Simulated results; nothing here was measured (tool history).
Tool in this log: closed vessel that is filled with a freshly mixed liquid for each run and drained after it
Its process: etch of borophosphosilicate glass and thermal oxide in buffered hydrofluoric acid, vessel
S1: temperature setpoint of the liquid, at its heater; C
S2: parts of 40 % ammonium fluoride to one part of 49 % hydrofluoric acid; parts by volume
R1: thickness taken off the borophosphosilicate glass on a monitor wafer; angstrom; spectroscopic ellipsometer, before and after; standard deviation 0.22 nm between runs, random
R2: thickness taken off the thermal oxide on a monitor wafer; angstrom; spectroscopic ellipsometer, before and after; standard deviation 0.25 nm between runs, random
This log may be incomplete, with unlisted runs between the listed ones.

Run 1, hour 0.0: S1 22.0 C, S2 20.5 parts by volume, time in the liquid (s) 60. Result: R1 450.41 angstrom, R2 310.31 angstrom.
Run 2, hour 1.7: S1 25.0 C, S2 20.5 parts by volume, time in the liquid (s) 60. Result: R1 523.64 angstrom, R2 366.48 angstrom.
Run 3, hour 4.4: S1 28.0 C, S2 20.5 parts by volume, time in the liquid (s) 60. Result: R1 615.55 angstrom, R2 430.03 angstrom.
Run 4, hour 10.5: S1 28.0 C, S2 20.5 parts by volume, time in the liquid (s) 75. Result: R1 774.93 angstrom, R2 540.16 angstrom.
Run 5, hour 13.9: S1 26.5 C, S2 20.5 parts by volume, time in the liquid (s) 75. Result: R1 715.02 angstrom, R2 501.78 angstrom.
Run 6, hour 17.8: S1 24.0 C, S2 20.5 parts by volume, time in the liquid (s) 75. Result: R1 623.16 angstrom, R2 431.09 angstrom.
Run 7, hour 22.0: S1 24.0 C, S2 20.5 parts by volume, time in the liquid (s) 75. Result: R1 620.82 angstrom, R2 436.97 angstrom.
Run 8, hour 30.5: S1 23.5 C, S2 20.5 parts by volume, time in the liquid (s) 75. Result: R1 610.62 angstrom, R2 425.08 angstrom.
Run 9, hour 32.3: S1 23.5 C, S2 20.5 parts by volume, time in the liquid (s) 75. Result: R1 607.84 angstrom, R2 418.55 angstrom.
Run 10, hour 35.0: S1 23.0 C, S2 20.5 parts by volume, time in the liquid (s) 75. Result: R1 593.31 angstrom, R2 412.77 angstrom.

What does the tool deliver on the next run?
Run 11, hour 37.8: S1 22.5 C, S2 20.5 parts by volume, time in the liquid (s) 75. Result: R1 ?, R2 ?.

{"run 11": {"R1": 573.52, "R2": 403.82}}
